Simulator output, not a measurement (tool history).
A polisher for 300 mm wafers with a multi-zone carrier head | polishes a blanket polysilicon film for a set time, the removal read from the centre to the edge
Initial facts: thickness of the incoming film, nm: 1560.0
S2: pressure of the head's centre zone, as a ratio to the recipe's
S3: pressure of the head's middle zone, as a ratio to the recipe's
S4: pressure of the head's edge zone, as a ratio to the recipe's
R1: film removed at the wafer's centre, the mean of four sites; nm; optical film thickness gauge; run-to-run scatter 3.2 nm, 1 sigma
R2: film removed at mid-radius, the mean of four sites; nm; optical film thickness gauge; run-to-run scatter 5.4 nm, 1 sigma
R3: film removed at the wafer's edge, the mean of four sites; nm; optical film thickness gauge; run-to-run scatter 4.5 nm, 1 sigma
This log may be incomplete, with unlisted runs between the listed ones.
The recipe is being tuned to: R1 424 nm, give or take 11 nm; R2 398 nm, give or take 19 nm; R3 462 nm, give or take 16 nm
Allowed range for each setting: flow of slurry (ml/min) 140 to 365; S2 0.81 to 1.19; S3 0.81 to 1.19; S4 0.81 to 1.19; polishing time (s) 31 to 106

run 1 hour=0 | flow_of_slurry_(ml/min)=235 S2=1 S3=1 S4=1 polishing_time_(s)=68 | R1=327.22 R2=327.61 R3=321.2
run 2 hour=1.8 | flow_of_slurry_(ml/min)=235 S2=1 S3=0.97 S4=1.06 polishing_time_(s)=74 | R1=356.82 R2=330.3 R3=359.93
run 3 hour=7.1 | flow_of_slurry_(ml/min)=235 S2=1.07 S3=0.97 S4=1.06 polishing_time_(s)=74 | R1=381.75 R2=341.34 R3=359.8
run 4 hour=14.5 | flow_of_slurry_(ml/min)=265 S2=1.07 S3=0.97 S4=1.06 polishing_time_(s)=74 | R1=392.13 R2=341.93 R3=363.02
run 5 hour=16.9 | flow_of_slurry_(ml/min)=265 S2=1.07 S3=0.97 S4=1.06 polishing_time_(s)=80 | R1=421.22 R2=375.29 R3=392.92
run 6 hour=25.4 | flow_of_slurry_(ml/min)=265 S2=1.07 S3=0.97 S4=1.06 polishing_time_(s)=86 | R1=455.38 R2=400.25 R3=422.18
run 7 hour=32.5 | flow_of_slurry_(ml/min)=250 S2=1.04 S3=0.97 S4=1.09 polishing_time_(s)=87 | R1=443.79 R2=403.66 R3=440.28
run 8 hour=41 | flow_of_slurry_(ml/min)=240 S2=1.03 S3=0.97 S4=1.11 polishing_time_(s)=87 | R1=435 R2=388.39 R3=436.69
run 9 hour=43.7 | flow_of_slurry_(ml/min)=235 S2=1.01 S3=0.98 S4=1.13 polishing_time_(s)=88 | R1=430.7 R2=421.57 R3=447.42
run 10 hour=45.1 | flow_of_slurry_(ml/min)=235 S2=1.01 S3=0.98 S4=1.13 polishing_time_(s)=88 | R1=435.27 R2=411.28 R3=441.11

5 candidate next runs follow, results not yet known. Just one meets every target within its allowed miss. Identify it.
run A hour=46.5 | flow_of_slurry_(ml/min)=245 S2=1.08 S3=1.19 S4=1.08 polishing_time_(s)=82 | R1=? R2=? R3=?
run B hour=46.5 | flow_of_slurry_(ml/min)=240 S2=1.1 S3=0.99 S4=1.16 polishing_time_(s)=80 | R1=? R2=? R3=?
run C hour=46.5 | flow_of_slurry_(ml/min)=230 S2=1.06 S3=1.03 S4=1.14 polishing_time_(s)=83 | R1=? R2=? R3=?
run D hour=46.5 | flow_of_slurry_(ml/min)=250 S2=0.98 S3=0.95 S4=1.16 polishing_time_(s)=89 | R1=? R2=? R3=?
run E hour=46.5 | flow_of_slurry_(ml/min)=235 S2=1.08 S3=1.02 S4=1.14 polishing_time_(s)=86 | R1=? R2=? R3=?

move=A R1=432.03 R2=454.89 R3=405.31
move=B R1=427.52 R2=378.15 R3=410.41
move=C R1=424.82 R2=403.55 R3=420.01
move=D R1=425.64 R2=408.69 R3=458.57
move=E R1=449.92 R2=415.82 R3=436.18
A: further off than the last run
B: further off than the last run
C: further off than the last run
D: every result within its allowed miss
E: further off than the last run
Correct choice: D, which meets every target
